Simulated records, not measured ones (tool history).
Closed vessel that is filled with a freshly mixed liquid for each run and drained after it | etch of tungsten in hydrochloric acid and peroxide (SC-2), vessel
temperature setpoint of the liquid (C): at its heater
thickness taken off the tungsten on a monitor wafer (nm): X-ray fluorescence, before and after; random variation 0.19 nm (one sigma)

run	day	temperature setpoint of the liquid (C)	parts of water to one part each of 37 % hydrochloric acid and 30 % peroxide (parts by volume)	time in the liquid (s)	thickness taken off the tungsten on a monitor wafer (nm)
1	0	45	6.5	240	28.443
2	0.283	45	6.5	240	28.405
3	0.575	45	6.5	240	28.631
4	0.762	46	6.5	240	30.576
5	1.083	52.5	6.5	240	47.034
# day 1.421: new drum of peroxide connected
6	1.421	51.5	6.5	240	46.303

Run 7 comes next. What will it give?
7	1.733	51	6.5	240	?

Run 7 gave thickness taken off the tungsten on a monitor wafer (nm) 45.365.
